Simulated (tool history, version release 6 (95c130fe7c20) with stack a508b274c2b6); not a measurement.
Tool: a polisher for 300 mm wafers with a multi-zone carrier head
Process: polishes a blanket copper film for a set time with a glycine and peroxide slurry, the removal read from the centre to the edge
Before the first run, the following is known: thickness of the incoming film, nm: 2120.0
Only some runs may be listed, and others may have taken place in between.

run,hour,flow of slurry (ml/min),pressure of the head's centre zone,pressure of the head's middle zone,pressure of the head's edge zone,polishing time (s),film removed at the wafer's centre (angstrom),film removed at mid-radius (angstrom),film removed at the wafer's edge (angstrom)
1,0,225,1,1,1,71,4383.8,4534,4422
2,1.8,225,1,1,1,79,4895.2,4843.1,5029.8
3,5.8,215,0.96,0.96,0.96,76,4537.7,4490.9,4674.9
4,10.4,205,0.92,0.95,0.93,74,4225.4,4363,4455.3
5,17.8,160,0.92,0.95,0.93,74,4099.3,4249.7,4401.5
6,23.8,135,0.92,0.95,0.93,74,3970.8,4170.2,4359

Predict the results of run 7:
7,25.4,140,0.9,0.94,0.91,73,?,?,?

film removed at the wafer's centre (angstrom): 3868.4
film removed at mid-radius (angstrom): 4126.1
film removed at the wafer's edge (angstrom): 4209.8

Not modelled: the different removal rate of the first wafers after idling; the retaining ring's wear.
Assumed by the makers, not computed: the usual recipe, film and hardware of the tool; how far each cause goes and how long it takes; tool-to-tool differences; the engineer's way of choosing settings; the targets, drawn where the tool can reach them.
